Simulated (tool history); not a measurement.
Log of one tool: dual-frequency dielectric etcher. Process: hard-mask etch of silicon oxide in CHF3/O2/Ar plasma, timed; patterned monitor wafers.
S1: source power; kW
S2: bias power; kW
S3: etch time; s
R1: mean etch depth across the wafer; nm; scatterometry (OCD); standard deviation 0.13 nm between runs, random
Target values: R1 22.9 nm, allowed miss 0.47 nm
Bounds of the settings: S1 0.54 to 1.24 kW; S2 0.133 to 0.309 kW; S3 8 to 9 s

run,hour,S1,S2,S3,R1
1,0,0.89,0.221,9,20.359
2,3.7,0.89,0.221,9,20.192
3,12.6,0.89,0.237,9,20.933
4,14.5,0.91,0.238,9,21.013
5,20.9,0.93,0.239,9,21.284
6,27.2,0.93,0.204,9,20.184
7,30.3,0.96,0.205,9,20.422
8,30.9,0.99,0.206,9,20.505
9,35.5,1.01,0.209,9,21.051
10,36.1,1.03,0.21,9,20.906
11,37.7,1.05,0.213,9,21.325
12,45.8,1.07,0.214,9,21.519
13,50.8,1.08,0.215,9,21.808

Exercise: of the 4 proposed moves below, exactly one satisfies all targets within the stated allowed misses. Which move is it?
A,55.8,1.05,0.207,9,?
B,55.8,1.24,0.219,8.5,?
C,55.8,1.09,0.22,8.5,?
D,55.8,1.16,0.231,9,?

move,R1
A,21.06
B,21.541
C,20.61
D,22.713
A: further off than the last run
B: further off than the last run
C: further off than the last run
D: hits every target within its allowed miss
D is the move that brings every result within its allowed miss.

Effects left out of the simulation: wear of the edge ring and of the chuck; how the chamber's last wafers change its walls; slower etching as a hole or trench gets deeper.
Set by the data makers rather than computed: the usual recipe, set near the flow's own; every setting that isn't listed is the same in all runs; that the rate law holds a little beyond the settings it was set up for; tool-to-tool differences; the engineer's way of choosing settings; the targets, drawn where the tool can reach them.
